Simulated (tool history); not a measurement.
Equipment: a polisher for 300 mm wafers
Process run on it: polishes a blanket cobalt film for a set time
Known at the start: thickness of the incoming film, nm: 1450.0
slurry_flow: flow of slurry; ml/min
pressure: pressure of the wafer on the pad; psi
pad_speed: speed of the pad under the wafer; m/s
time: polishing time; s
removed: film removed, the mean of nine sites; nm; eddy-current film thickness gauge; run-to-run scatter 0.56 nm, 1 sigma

run,hour,slurry_flow,pressure,pad_speed,time,removed
1,0,245,2.3,1.02,23,143.13
2,6,300,2.3,1.02,23,145.91
3,13,295,1.9,1.02,23,121.14
4,19.8,295,1.9,1.02,23,122.45
5,22.6,295,1.9,1.16,23,138.46
6,27.1,240,1.9,1.16,23,133.89
7,29.3,230,1.6,1.16,23,113.85
8,38.3,215,1.4,1.16,23,98.304
# hour 44.6: head pressure recalibrated
9,44.6,200,1.3,1.16,23,97.306
10,48.2,195,1.2,1.16,23,89.183

What will run 11 give?
11,49.9,185,1.2,1.16,23,?

{"run 11": {"removed": 88.91}}
